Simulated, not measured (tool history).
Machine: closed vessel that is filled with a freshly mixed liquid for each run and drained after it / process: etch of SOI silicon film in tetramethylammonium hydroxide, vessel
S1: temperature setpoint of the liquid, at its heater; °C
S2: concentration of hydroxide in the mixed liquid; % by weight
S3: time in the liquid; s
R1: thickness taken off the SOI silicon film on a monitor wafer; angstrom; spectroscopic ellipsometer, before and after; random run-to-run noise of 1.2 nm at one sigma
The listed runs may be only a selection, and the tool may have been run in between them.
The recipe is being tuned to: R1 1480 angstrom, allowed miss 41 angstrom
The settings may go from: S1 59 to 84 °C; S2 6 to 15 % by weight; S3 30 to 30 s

run 1 day=0 | S1=72 S2=10 S3=30 | R1=2588.7
run 2 day=0.033 | S1=74.5 S2=10 S3=30 | R1=2993.1
run 3 day=0.138 | S1=72.5 S2=10 S3=30 | R1=2690.8
run 4 day=0.408 | S1=70.5 S2=10 S3=30 | R1=2365.3
-- day=0.696 hydroxide flow meter replaced
run 5 day=0.696 | S1=70.5 S2=10 S3=30 | R1=2301.6
run 6 day=0.979 | S1=69.5 S2=10 S3=30 | R1=2187.1
run 7 day=1.233 | S1=68.5 S2=10 S3=30 | R1=2072.8
run 8 day=1.288 | S1=67.5 S2=10 S3=30 | R1=1934

Which of these 4 next moves meets every target?
run A day=1.342 | S1=61 S2=9 S3=30 | R1=?
run B day=1.342 | S1=75 S2=11 S3=30 | R1=?
run C day=1.342 | S1=71 S2=9.5 S3=30 | R1=?
run D day=1.342 | S1=64 S2=12 S3=30 | R1=?

move=A R1=1346.7
move=B R1=2874.9
move=C R1=2406.8
move=D R1=1454.9
A: takes the result that was furthest off past its target
B: moves away from the targets compared with the last run
C: moves away from the targets compared with the last run
D: each result inside its tolerance
Correct choice: D, which meets every target
